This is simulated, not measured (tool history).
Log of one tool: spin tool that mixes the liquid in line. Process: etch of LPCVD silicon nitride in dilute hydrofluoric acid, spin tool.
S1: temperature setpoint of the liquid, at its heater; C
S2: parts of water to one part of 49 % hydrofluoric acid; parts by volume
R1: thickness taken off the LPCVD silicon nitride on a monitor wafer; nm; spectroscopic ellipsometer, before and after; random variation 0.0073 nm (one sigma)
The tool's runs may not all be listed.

Run 1, day 0: S1 21 C, S2 50 parts by volume, time under the liquid (s) 40. Result: R1 0.33259 nm.
Run 2, day 0.246: S1 23 C, S2 50 parts by volume, time under the liquid (s) 40. Result: R1 0.3761 nm.
Run 3, day 0.588: S1 23 C, S2 50 parts by volume, time under the liquid (s) 20. Result: R1 0.18751 nm.
Run 4, day 0.654: S1 19.5 C, S2 50 parts by volume, time under the liquid (s) 20. Result: R1 0.14412 nm.
Run 5, day 0.738: S1 19.5 C, S2 50 parts by volume, time under the liquid (s) 40. Result: R1 0.29351 nm.
Run 6, day 0.971: S1 21.5 C, S2 45 parts by volume, time under the liquid (s) 40. Result: R1 0.3746 nm.

The next listed run, before its measurement:
Run 7, day 1.008: S1 23 C, S2 45 parts by volume, time under the liquid (s) 40. Result: R1 ?.

{"run 7": {"R1": 0.41661}}
